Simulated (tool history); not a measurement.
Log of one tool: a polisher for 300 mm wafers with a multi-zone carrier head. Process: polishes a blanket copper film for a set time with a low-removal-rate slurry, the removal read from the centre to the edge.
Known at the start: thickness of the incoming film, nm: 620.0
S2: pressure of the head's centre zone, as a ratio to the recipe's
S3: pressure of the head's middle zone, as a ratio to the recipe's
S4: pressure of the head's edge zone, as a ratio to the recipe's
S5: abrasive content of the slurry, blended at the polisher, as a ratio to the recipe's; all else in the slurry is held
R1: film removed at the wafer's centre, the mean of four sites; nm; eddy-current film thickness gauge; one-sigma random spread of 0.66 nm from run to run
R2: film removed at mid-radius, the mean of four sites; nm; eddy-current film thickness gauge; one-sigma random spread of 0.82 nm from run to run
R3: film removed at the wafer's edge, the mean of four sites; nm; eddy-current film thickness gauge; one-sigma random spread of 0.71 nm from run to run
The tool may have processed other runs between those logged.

run 1 day=0 | flow_of_slurry_(ml/min)=265 S2=1 S3=1 S4=1 S5=1 polishing_time_(s)=44 | R1=95.609 R2=95.968 R3=91.632
run 2 day=0.25 | flow_of_slurry_(ml/min)=265 S2=0.98 S3=1 S4=0.99 S5=0.95 polishing_time_(s)=42 | R1=88.266 R2=89.2 R3=83.869
run 3 day=0.612 | flow_of_slurry_(ml/min)=265 S2=1.04 S3=1 S4=0.99 S5=0.95 polishing_time_(s)=42 | R1=91.908 R2=90.475 R3=85.027
run 4 day=0.683 | flow_of_slurry_(ml/min)=265 S2=1.04 S3=1 S4=0.99 S5=0.95 polishing_time_(s)=38 | R1=84.851 R2=81.143 R3=77.369
run 5 day=0.908 | flow_of_slurry_(ml/min)=260 S2=1.01 S3=1 S4=0.99 S5=0.9 polishing_time_(s)=37 | R1=78.503 R2=78.197 R3=73.406
run 6 day=1.283 | flow_of_slurry_(ml/min)=290 S2=1.01 S3=1 S4=0.99 S5=0.9 polishing_time_(s)=37 | R1=79.751 R2=78.106 R3=73.228
run 7 day=1.6 | flow_of_slurry_(ml/min)=285 S2=0.99 S3=1 S4=0.99 S5=0.85 polishing_time_(s)=37 | R1=74.638 R2=75.188 R3=72.52
-- day=1.875 edge zone pressure recalibrated
run 8 day=1.875 | flow_of_slurry_(ml/min)=285 S2=0.98 S3=1 S4=0.98 S5=0.8 polishing_time_(s)=37 | R1=74.041 R2=75.42 R3=73.948
run 9 day=2.046 | flow_of_slurry_(ml/min)=285 S2=0.98 S3=1.01 S4=0.98 S5=0.8 polishing_time_(s)=36 | R1=74.427 R2=74.338 R3=73.732
run 10 day=2.283 | flow_of_slurry_(ml/min)=280 S2=0.96 S3=1 S4=0.98 S5=0.85 polishing_time_(s)=35 | R1=69.411 R2=72.734 R3=71.586

For run 11, what comes out?
run 11 day=2.608 | flow_of_slurry_(ml/min)=280 S2=0.96 S3=1.02 S4=0.98 S5=0.8 polishing_time_(s)=34 | R1=? R2=? R3=?

R1: 66.093 nm
R2: 67.883 nm
R3: 68.701 nm
